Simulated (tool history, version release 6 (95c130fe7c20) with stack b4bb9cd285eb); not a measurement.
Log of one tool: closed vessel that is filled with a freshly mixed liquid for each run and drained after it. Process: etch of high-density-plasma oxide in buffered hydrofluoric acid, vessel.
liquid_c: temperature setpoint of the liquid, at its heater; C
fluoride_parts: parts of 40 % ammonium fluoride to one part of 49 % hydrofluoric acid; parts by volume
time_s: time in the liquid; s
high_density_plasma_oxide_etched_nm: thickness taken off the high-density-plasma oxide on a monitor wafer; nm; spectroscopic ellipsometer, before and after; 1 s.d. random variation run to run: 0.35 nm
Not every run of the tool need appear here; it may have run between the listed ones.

run    day  liquid_c  fluoride_parts  time_s  high_density_plasma_oxide_etched_nm
  1      0        24              22     100                               54.532
  2  0.279        25              22     100                               57.775
  3  0.329      25.5              22     100                               59.421
  4  0.483      23.5              22     100                               52.832
  5   0.85      23.5            24.5     100                               49.438
  6   1.15      24.5            24.5     100                               51.912
  7  1.208      25.5            24.5     100                               55.028
  8  1.267      26.5            24.5     100                               58.219
  9  1.625      30.5            24.5     100                                72.45
 10  1.662      30.5            24.5     100                               72.185

Forecast run 11:
 11  1.817      30.5            24.5     100                                    ?

For run 11 the tool returned high_density_plasma_oxide_etched_nm 72.448 nm.
